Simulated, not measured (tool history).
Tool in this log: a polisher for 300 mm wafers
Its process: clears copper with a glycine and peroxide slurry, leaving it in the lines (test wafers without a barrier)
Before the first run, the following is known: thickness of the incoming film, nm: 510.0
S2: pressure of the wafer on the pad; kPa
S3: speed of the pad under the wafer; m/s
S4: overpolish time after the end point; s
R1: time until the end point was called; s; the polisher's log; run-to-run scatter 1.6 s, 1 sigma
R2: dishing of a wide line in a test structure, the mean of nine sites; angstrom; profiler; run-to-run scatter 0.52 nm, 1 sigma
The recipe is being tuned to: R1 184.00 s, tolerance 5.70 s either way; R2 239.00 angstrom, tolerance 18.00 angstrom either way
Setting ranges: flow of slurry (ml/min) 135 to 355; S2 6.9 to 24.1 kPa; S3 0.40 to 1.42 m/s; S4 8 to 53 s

Run 1, hour 0.0: flow of slurry (ml/min) 225, S2 15.2 kPa, S3 0.90 m/s, S4 27 s. Result: R1 148.08 s, R2 265.10 angstrom.
Run 2, hour 8.2: flow of slurry (ml/min) 225, S2 15.2 kPa, S3 1.12 m/s, S4 27 s. Result: R1 132.43 s, R2 263.56 angstrom.
Run 3, hour 16.5: flow of slurry (ml/min) 225, S2 11.0 kPa, S3 1.12 m/s, S4 27 s. Result: R1 165.73 s, R2 250.77 angstrom.
Run 4, hour 21.1: flow of slurry (ml/min) 225, S2 9.0 kPa, S3 1.12 m/s, S4 27 s. Result: R1 193.50 s, R2 248.62 angstrom.
Run 5, hour 24.6: flow of slurry (ml/min) 225, S2 9.0 kPa, S3 1.12 m/s, S4 25 s. Result: R1 189.38 s, R2 248.36 angstrom.
Run 6, hour 30.3: flow of slurry (ml/min) 170, S2 9.0 kPa, S3 1.12 m/s, S4 25 s. Result: R1 199.72 s, R2 234.14 angstrom.
Run 7, hour 36.0: flow of slurry (ml/min) 210, S2 10.3 kPa, S3 1.12 m/s, S4 23 s. Result: R1 175.54 s, R2 238.50 angstrom.
Run 8, hour 44.8: flow of slurry (ml/min) 205, S2 10.3 kPa, S3 1.12 m/s, S4 24 s. Result: R1 173.20 s, R2 236.79 angstrom.
Run 9, hour 48.6: flow of slurry (ml/min) 205, S2 9.0 kPa, S3 1.12 m/s, S4 26 s. Result: R1 190.04 s, R2 244.14 angstrom.
Run 10, hour 52.9: flow of slurry (ml/min) 205, S2 9.0 kPa, S3 1.12 m/s, S4 25 s. Result: R1 192.66 s, R2 246.77 angstrom.
Run 11, hour 54.8: flow of slurry (ml/min) 210, S2 9.0 kPa, S3 1.12 m/s, S4 24 s. Result: R1 193.71 s, R2 239.52 angstrom.
Run 12, hour 60.7: flow of slurry (ml/min) 215, S2 9.0 kPa, S3 1.12 m/s, S4 24 s. Result: R1 192.40 s, R2 238.81 angstrom.
Run 13, hour 64.7: flow of slurry (ml/min) 220, S2 9.0 kPa, S3 1.12 m/s, S4 24 s. Result: R1 192.12 s, R2 246.05 angstrom.
Run 14, hour 69.8: flow of slurry (ml/min) 215, S2 9.0 kPa, S3 1.12 m/s, S4 23 s. Result: R1 188.82 s, R2 232.44 angstrom.
Run 15, hour 75.3: flow of slurry (ml/min) 220, S2 9.0 kPa, S3 1.12 m/s, S4 23 s. Result: R1 192.47 s, R2 227.63 angstrom.
Run 16, hour 76.2: flow of slurry (ml/min) 220, S2 9.0 kPa, S3 1.12 m/s, S4 24 s. Result: R1 190.87 s, R2 238.50 angstrom.
Run 17, hour 83.9: flow of slurry (ml/min) 225, S2 9.0 kPa, S3 1.12 m/s, S4 24 s. Result: R1 188.17 s, R2 244.70 angstrom.
Run 18, hour 92.3: flow of slurry (ml/min) 225, S2 9.0 kPa, S3 1.12 m/s, S4 24 s. Result: R1 189.19 s, R2 239.63 angstrom.

Next run, 5 choices. One meets every target within its allowed miss, the rest don't. Which?
Run A, hour 100.7: flow of slurry (ml/min) 145, S2 12.4 kPa, S3 0.80 m/s, S4 29 s. Result: R1 ?, R2 ?.
Run B, hour 100.7: flow of slurry (ml/min) 230, S2 7.6 kPa, S3 1.26 m/s, S4 27 s. Result: R1 ?, R2 ?.
Run C, hour 100.7: flow of slurry (ml/min) 170, S2 11.0 kPa, S3 0.88 m/s, S4 30 s. Result: R1 ?, R2 ?.
Run D, hour 100.7: flow of slurry (ml/min) 165, S2 9.7 kPa, S3 1.18 m/s, S4 24 s. Result: R1 ?, R2 ?.
Run E, hour 100.7: flow of slurry (ml/min) 225, S2 9.7 kPa, S3 0.96 m/s, S4 24 s. Result: R1 ?, R2 ?.

move      R1      R2
   A  194.36  241.75
   B  195.52  232.57
   C  194.82  244.19
   D  181.58  226.59
   E  195.44  225.59
A: its largest miss is bigger than the last run's
B: its largest miss is bigger than the last run's
C: its largest miss is bigger than the last run's
D: hits every target within its allowed miss
E: its largest miss is bigger than the last run's
The move that meets every target is D.
